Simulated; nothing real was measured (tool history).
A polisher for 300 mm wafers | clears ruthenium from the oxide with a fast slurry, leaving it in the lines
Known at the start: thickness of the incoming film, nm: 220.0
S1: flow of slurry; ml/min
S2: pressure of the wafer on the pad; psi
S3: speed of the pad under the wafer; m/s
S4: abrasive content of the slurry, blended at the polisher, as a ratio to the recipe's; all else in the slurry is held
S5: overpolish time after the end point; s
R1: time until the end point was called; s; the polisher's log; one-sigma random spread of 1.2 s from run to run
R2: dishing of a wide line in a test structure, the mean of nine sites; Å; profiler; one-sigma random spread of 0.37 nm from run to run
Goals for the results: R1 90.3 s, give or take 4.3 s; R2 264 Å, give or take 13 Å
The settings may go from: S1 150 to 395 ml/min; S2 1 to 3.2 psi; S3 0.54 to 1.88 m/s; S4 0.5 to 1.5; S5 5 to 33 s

Run 1, hour 0: S1 250 ml/min, S2 2.1 psi, S3 1.2 m/s, S4 1, S5 17 s. Result: R1 71.068 s, R2 327.62 Å.
Run 2, hour 5: S1 250 ml/min, S2 2 psi, S3 1.2 m/s, S4 1, S5 17 s. Result: R1 75.089 s, R2 313.36 Å.
Run 3, hour 6.9: S1 250 ml/min, S2 2 psi, S3 0.92 m/s, S4 1, S5 17 s. Result: R1 96.443 s, R2 259.75 Å.
Run 4, hour 7.7: S1 250 ml/min, S2 2.3 psi, S3 0.92 m/s, S4 1, S5 17 s. Result: R1 83.789 s, R2 287.92 Å.
Run 5, hour 16.2: S1 250 ml/min, S2 2.3 psi, S3 0.92 m/s, S4 1, S5 13 s. Result: R1 84.713 s, R2 235.13 Å.
At hour 20.4: slurry nozzle cleaned.
Run 6, hour 20.4: S1 250 ml/min, S2 2 psi, S3 0.92 m/s, S4 1, S5 13 s. Result: R1 91.953 s, R2 221.91 Å.
Run 7, hour 28.4: S1 250 ml/min, S2 2 psi, S3 0.92 m/s, S4 1, S5 14 s. Result: R1 91.613 s, R2 241.87 Å.
Run 8, hour 34.4: S1 250 ml/min, S2 2 psi, S3 0.92 m/s, S4 1, S5 15 s. Result: R1 91.918 s, R2 249.61 Å.

Which of these 5 next moves meets every target?
Run A, hour 40.4: S1 290 ml/min, S2 1.9 psi, S3 1.06 m/s, S4 0.8, S5 19 s. Result: R1 ?, R2 ?.
Run B, hour 40.4: S1 245 ml/min, S2 1.9 psi, S3 0.96 m/s, S4 1.05, S5 13 s. Result: R1 ?, R2 ?.
Run C, hour 40.4: S1 240 ml/min, S2 2.1 psi, S3 0.78 m/s, S4 1.05, S5 18 s. Result: R1 ?, R2 ?.
Run D, hour 40.4: S1 275 ml/min, S2 1.6 psi, S3 0.92 m/s, S4 1.3, S5 21 s. Result: R1 ?, R2 ?.
Run E, hour 40.4: S1 250 ml/min, S2 2 psi, S3 0.96 m/s, S4 0.9, S5 16 s. Result: R1 ?, R2 ?.

move      R1      R2
   A  90.372  292.79
   B  89.981  219.71
   C  99.909  261.11
   D  100.46  291.58
   E  91.199  255.87
A: takes the biggest miss from the last run beyond its target
B: its largest miss is bigger than the last run's
C: corrects the largest miss of the last run, while another result sits out of spec
D: takes the biggest miss from the last run beyond its target
E: in spec on every target
The right move is E.
